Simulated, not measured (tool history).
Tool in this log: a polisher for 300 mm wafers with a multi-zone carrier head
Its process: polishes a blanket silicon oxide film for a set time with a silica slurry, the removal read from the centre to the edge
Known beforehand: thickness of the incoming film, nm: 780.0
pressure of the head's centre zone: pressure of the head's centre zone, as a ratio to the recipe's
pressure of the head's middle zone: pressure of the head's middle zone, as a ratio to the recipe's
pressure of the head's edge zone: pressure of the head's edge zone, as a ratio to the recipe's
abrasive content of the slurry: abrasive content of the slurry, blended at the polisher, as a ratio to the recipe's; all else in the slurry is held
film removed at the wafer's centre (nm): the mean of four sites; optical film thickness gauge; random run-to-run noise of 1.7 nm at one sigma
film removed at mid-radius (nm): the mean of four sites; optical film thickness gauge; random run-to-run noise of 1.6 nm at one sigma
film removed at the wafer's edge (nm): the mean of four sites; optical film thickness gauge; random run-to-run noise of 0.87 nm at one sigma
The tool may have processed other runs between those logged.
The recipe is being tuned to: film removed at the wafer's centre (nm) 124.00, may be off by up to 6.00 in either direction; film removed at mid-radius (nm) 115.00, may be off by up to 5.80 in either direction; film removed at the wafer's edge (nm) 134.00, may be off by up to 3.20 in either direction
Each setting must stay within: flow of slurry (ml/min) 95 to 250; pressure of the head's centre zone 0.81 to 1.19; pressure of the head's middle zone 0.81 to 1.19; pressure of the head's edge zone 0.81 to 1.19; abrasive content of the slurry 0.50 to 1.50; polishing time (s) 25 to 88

run  hour  flow of slurry (ml/min)  pressure of the head's centre zone  pressure of the head's middle zone  pressure of the head's edge zone  abrasive content of the slurry  polishing time (s)  film removed at the wafer's centre (nm)  film removed at mid-radius (nm)  film removed at the wafer's edge (nm)
  1   0.0                      160                                1.00                                1.00                              1.00                            1.00                  56                                   220.30                           211.35                                 212.15
  2   7.6                      155                                0.98                                0.97                              0.99                            0.90                  54                                   205.01                           187.79                                 196.92
  3  11.3                      150                                0.95                                0.96                              0.99                            0.85                  52                                   182.80                           179.09                                 187.05
  4  13.5                      150                                0.95                                0.96                              0.99                            0.70                  52                                   176.52                           175.53                                 176.53
  5  17.5                      150                                0.95                                0.96                              0.99                            0.85                  52                                   182.12                           187.29                                 183.61
  6  23.0                      150                                0.95                                0.96                              0.99                            0.95                  52                                   186.98                           184.47                                 189.78
  7  29.1                      145                                0.94                                0.94                              0.99                            0.90                  50                                   179.05                           175.87                                 180.19
  8  36.6                      140                                0.93                                0.92                              1.02                            0.85                  48                                   164.01                           159.94                                 172.65
  9  40.1                      105                                0.89                                0.82                              0.92                            0.60                  46                                   133.63                           125.94                                 140.60
 10  46.2                      105                                0.89                                0.82                              0.93                            0.60                  46                                   132.72                           124.28                                 139.83
 11  47.9                      105                                0.89                                0.82                              0.94                            0.60                  46                                   130.91                           122.88                                 142.05
 12  56.4                      100                                0.89                                0.81                              0.93                            0.55                  46                                   127.28                           122.90                                 137.79

Exercise: of the 4 proposed moves below, exactly one satisfies all targets within the stated allowed misses. Which move is it?
  A  64.9                       95                                0.81                                0.85                              1.03                            0.55                  43                                        ?                                ?                                      ?
  B  64.9                      110                                0.89                                0.81                              1.08                            0.55                  39                                        ?                                ?                                      ?
  C  64.9                      100                                0.88                                0.81                              0.92                            0.85                  40                                        ?                                ?                                      ?
  D  64.9                      125                                0.94                                0.81                              0.96                            0.70                  38                                        ?                                ?                                      ?

move  film removed at the wafer's centre (nm)  film removed at mid-radius (nm)  film removed at the wafer's edge (nm)
   A                                   110.37                           119.27                                 134.12
   B                                   112.37                           105.92                                 126.20
   C                                   125.72                           120.10                                 132.88
   D                                   125.13                           111.37                                 124.73
A: puts the biggest miss on target and leaves a different result outside tolerance
B: the result that was furthest off in the last run now lies on the other side of its target
C: hits every target within its allowed miss
D: puts the biggest miss on target and leaves a different result outside tolerance
C is the move that brings every result within its allowed miss.
